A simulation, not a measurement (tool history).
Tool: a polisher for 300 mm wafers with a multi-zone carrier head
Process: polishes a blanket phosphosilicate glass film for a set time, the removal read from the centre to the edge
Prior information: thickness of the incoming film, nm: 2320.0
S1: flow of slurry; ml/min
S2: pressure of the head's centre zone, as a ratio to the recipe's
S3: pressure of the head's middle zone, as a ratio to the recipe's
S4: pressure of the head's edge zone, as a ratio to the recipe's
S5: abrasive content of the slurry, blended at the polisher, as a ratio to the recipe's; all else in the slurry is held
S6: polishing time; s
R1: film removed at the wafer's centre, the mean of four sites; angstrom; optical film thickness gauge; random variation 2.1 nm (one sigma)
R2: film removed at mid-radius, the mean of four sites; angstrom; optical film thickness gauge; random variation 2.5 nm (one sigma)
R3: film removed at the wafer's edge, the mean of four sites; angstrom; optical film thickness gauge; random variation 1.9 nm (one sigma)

run  hour   S1    S2    S3    S4    S5  S6      R1      R2      R3
  1     0  170     1     1     1     1  43  2259.3  2240.6  2235.3
  2   7.6  170     1     1     1  1.15  43  2472.4  2441.3    2385
  3  14.6  195     1     1     1  1.15  43  2565.1  2410.9  2402.6
  4  21.4  200     1  1.01  0.98   1.1  43  2469.3  2424.4  2359.7
  5  26.9  160     1  1.01  0.98   1.1  43  2380.3  2418.3  2279.2
  6  29.6  190     1  1.01  0.98   1.1  43  2481.2    2410  2334.6
  7  30.3  190  1.01  1.01  0.96  1.05  43  2462.8  2417.5  2231.2
  8  31.6  190  1.01  1.01  0.96  1.05  43  2408.1  2398.5    2269
  9  36.1  190  1.02     1  0.95     1  42  2364.4  2251.6  2109.4
 10  38.3  185  1.01  0.99  0.93  0.95  42  2242.8  2175.9  2055.9

What does the tool deliver on the next run?
 11  45.4  180  1.06  1.01  0.84  0.7  40   ?   ?   ?

R1: 1840.8 angstrom
R2: 1696.2 angstrom
R3: 1502.5 angstrom

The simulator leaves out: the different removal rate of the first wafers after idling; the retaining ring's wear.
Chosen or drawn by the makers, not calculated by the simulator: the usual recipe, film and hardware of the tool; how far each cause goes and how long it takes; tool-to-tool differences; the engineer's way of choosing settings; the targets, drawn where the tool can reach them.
